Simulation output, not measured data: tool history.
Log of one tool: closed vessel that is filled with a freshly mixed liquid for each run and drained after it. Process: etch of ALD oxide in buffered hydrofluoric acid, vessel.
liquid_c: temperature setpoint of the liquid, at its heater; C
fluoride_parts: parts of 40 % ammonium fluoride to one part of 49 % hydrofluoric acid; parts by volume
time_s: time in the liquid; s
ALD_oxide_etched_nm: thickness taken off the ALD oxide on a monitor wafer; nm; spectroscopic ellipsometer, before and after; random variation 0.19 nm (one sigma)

run	hour	liquid_c	fluoride_parts	time_s	ALD_oxide_etched_nm
1	0.0	21.0	22.0	30	30.454
2	8.3	22.0	21.5	30	32.520
3	12.8	22.5	21.0	30	34.073
4	17.4	22.5	16.0	30	43.882
5	19.0	22.5	10.5	30	66.598
6	22.1	22.5	10.5	30	66.475
7	29.9	22.0	10.5	30	65.025
8	38.2	22.0	10.5	30	64.905
9	45.2	21.5	10.5	30	62.825
10	47.6	21.0	10.5	30	60.963

The next listed run, before its measurement:
11	52.1	20.5	10.5	30	?

{"run 11": {"ALD_oxide_etched_nm": 59.352}}
